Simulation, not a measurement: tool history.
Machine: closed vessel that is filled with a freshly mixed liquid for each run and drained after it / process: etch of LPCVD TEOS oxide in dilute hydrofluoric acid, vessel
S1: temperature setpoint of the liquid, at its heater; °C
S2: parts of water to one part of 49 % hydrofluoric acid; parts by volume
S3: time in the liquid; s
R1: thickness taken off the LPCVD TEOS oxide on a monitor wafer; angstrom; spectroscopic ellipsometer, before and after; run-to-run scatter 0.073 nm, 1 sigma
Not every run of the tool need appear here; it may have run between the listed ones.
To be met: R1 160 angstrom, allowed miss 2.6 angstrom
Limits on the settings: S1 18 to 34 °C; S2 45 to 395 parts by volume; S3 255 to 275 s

run  hour    S1   S2   S3      R1
  1     0    26  220  255  197.37
  2   6.2    26  220  275  212.83
  3  10.8    26  270  275   163.9
  4  19.5    26  270  255  152.98
  5  21.7    26  210  255  209.78
  6  26.7  29.5  210  255  237.08
  7  30.8  29.5  210  255     237
  8  39.4  25.5  215  255  197.51
     44.4  -- thermometer replaced
  9  44.4    24  215  255  204.62
 10  46.9    24  265  255   156.3

Exercise: of the 5 proposed moves below, exactly one satisfies all targets within the stated allowed misses. Which move is it?
  A  49.4  26.5  305  275   ?
  B  49.4    25  280  260   ?
  C  49.4  23.5  270  255   ?
  D  49.4  22.5  250  255   ?
  E  49.4  19.5  240  260   ?

move      R1
   A  153.28
   B  153.84
   C  149.93
   D  159.31
   E   152.8
A: the biggest miss grows against the last run
B: the biggest miss grows against the last run
C: the biggest miss grows against the last run
D: meets every target
E: the biggest miss grows against the last run
The right move is D.

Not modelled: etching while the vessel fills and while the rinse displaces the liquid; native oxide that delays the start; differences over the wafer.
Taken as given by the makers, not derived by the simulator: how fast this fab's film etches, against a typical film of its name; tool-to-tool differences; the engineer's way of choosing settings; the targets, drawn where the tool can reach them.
